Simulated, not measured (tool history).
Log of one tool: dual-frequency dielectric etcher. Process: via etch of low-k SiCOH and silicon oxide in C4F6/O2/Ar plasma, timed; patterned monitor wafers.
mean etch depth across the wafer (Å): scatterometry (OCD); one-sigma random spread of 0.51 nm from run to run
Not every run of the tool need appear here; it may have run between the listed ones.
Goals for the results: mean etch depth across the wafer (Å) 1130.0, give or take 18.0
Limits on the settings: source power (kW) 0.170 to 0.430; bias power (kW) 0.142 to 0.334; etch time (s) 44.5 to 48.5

| run | hour | source power (kW) | bias power (kW) | etch time (s) | mean etch depth across the wafer (Å) |
|---|---|---|---|---|---|
| 1 | 0.0 | 0.300 | 0.238 | 48.5 | 1379.7 |
| 2 | 2.9 | 0.260 | 0.227 | 48.5 | 1259.5 |
| 3 | 10.7 | 0.290 | 0.227 | 48.5 | 1330.9 |
| 4 | 15.2 | 0.290 | 0.208 | 48.5 | 1291.6 |
| 5 | 15.9 | 0.290 | 0.243 | 48.5 | 1372.6 |
| 6 | 16.6 | 0.260 | 0.243 | 48.5 | 1289.0 |
| 7 | 23.2 | 0.240 | 0.242 | 48.5 | 1237.5 |
| 8 | 29.1 | 0.220 | 0.241 | 48.5 | 1176.2 |

Which of these 4 next moves meets every target?
| A | 35.0 | 0.220 | 0.247 | 46.0 | ? |
| B | 35.0 | 0.270 | 0.239 | 46.0 | ? |
| C | 35.0 | 0.240 | 0.235 | 47.5 | ? |
| D | 35.0 | 0.240 | 0.256 | 47.5 | ? |

| move | mean etch depth across the wafer (Å) |
|---|---|
| A | 1127.5 |
| B | 1245.0 |
| C | 1199.6 |
| D | 1238.4 |
A: every result lands within tolerance
B: lands further from the targets than the last run did
C: lands further from the targets than the last run did
D: lands further from the targets than the last run did
A is the move that brings every result within its allowed miss.
